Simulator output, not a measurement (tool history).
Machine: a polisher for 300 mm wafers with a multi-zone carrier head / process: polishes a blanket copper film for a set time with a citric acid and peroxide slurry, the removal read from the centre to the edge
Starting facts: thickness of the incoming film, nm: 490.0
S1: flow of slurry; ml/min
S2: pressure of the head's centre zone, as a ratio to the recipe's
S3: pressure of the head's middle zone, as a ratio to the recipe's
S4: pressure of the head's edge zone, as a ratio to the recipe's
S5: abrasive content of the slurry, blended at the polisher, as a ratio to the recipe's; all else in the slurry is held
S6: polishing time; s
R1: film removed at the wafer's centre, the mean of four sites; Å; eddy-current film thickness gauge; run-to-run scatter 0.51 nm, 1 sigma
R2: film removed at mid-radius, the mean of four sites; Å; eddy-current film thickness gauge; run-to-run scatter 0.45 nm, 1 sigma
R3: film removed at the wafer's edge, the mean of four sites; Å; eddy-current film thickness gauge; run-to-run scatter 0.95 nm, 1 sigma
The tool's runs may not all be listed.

{"run": 1, "hour": 0.0, "S1": 210, "S2": 1, "S3": 1, "S4": 1, "S5": 1, "S6": 40, "R1": 1157.6, "R2": 1192.7, "R3": 1172.6}
{"run": 2, "hour": 7.2, "S1": 205, "S2": 0.98, "S3": 0.99, "S4": 1, "S5": 0.95, "S6": 38, "R1": 1063.2, "R2": 1091.1, "R3": 1092.5}
{"run": 3, "hour": 14.3, "S1": 205, "S2": 0.98, "S3": 0.99, "S4": 1, "S5": 1.15, "S6": 38, "R1": 1111.2, "R2": 1141, "R3": 1158.8}
{"run": 4, "hour": 22.1, "S1": 180, "S2": 0.98, "S3": 0.99, "S4": 1, "S5": 1.15, "S6": 38, "R1": 1077.8, "R2": 1103.7, "R3": 1144.3}
{"run": 5, "hour": 28.0, "S1": 180, "S2": 0.98, "S3": 0.99, "S4": 1, "S5": 1.15, "S6": 42, "R1": 1197.1, "R2": 1227.4, "R3": 1256.1}
{"run": 6, "hour": 28.7, "S1": 175, "S2": 0.96, "S3": 0.99, "S4": 1, "S5": 1.1, "S6": 40, "R1": 1095.7, "R2": 1153.2, "R3": 1163.9}
{"run": 7, "hour": 32.1, "S1": 175, "S2": 0.96, "S3": 0.99, "S4": 1, "S5": 1.1, "S6": 40, "R1": 1095.5, "R2": 1156.8, "R3": 1188.9}
{"run": 8, "hour": 37.8, "S1": 170, "S2": 0.95, "S3": 0.98, "S4": 1, "S5": 1.05, "S6": 38, "R1": 1023.2, "R2": 1061.4, "R3": 1134.7}
{"run": 9, "hour": 41.4, "S1": 170, "S2": 0.94, "S3": 0.98, "S4": 0.99, "S5": 1, "S6": 36, "R1": 930.95, "R2": 1000.7, "R3": 1029.9}
{"run": 10, "hour": 43.0, "S1": 165, "S2": 0.93, "S3": 0.97, "S4": 0.98, "S5": 0.95, "S6": 35, "R1": 891.81, "R2": 958.27, "R3": 993.73}
{"run": 11, "hour": 46.3, "S1": 160, "S2": 0.92, "S3": 0.96, "S4": 0.98, "S5": 0.9, "S6": 34, "R1": 825.42, "R2": 913.35, "R3": 931.14}

Estimate the outcome of run 12 from the log above:
{"run": 12, "hour": 51.8, "S1": 155, "S2": 0.91, "S3": 0.95, "S4": 0.98, "S5": 0.85, "S6": 33, "R1": "?", "R2": "?", "R3": "?"}

{"run 12": {"R1": 799.34, "R2": 849.67, "R3": 890.77}}

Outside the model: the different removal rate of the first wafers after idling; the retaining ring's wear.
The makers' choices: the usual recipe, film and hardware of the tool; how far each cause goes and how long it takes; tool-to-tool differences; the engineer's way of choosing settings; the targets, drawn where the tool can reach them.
